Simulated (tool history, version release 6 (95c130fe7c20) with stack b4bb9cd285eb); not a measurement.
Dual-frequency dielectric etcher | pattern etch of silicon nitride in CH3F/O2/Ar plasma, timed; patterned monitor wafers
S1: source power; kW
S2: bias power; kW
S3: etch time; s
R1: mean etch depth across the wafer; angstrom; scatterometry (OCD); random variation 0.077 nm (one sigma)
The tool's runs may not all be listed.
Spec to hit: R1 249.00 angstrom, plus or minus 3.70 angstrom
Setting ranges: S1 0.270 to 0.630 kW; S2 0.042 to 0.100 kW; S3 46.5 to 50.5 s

run,hour,S1,S2,S3,R1
1,0.0,0.450,0.071,50.5,350.98
2,7.3,0.480,0.071,50.5,364.37
3,14.8,0.440,0.066,50.0,335.74
4,19.9,0.440,0.066,50.5,339.06
5,24.0,0.400,0.066,50.5,316.86
6,32.3,0.400,0.066,50.5,316.93
7,38.9,0.310,0.052,48.0,236.34
8,47.6,0.320,0.052,48.0,242.02

Which single option among these 4 for the next run brings every result within its allowed miss of target? Just one does.
A,56.3,0.310,0.046,49.5,?
B,56.3,0.310,0.059,49.0,?
C,56.3,0.320,0.048,48.5,?
D,56.3,0.280,0.066,49.0,?

move,R1
A,233.86
B,247.21
C,237.77
D,233.29
A: misses by more than the last run did
B: every result lands within tolerance
C: misses by more than the last run did
D: misses by more than the last run did
Go with B: it meets all targets.

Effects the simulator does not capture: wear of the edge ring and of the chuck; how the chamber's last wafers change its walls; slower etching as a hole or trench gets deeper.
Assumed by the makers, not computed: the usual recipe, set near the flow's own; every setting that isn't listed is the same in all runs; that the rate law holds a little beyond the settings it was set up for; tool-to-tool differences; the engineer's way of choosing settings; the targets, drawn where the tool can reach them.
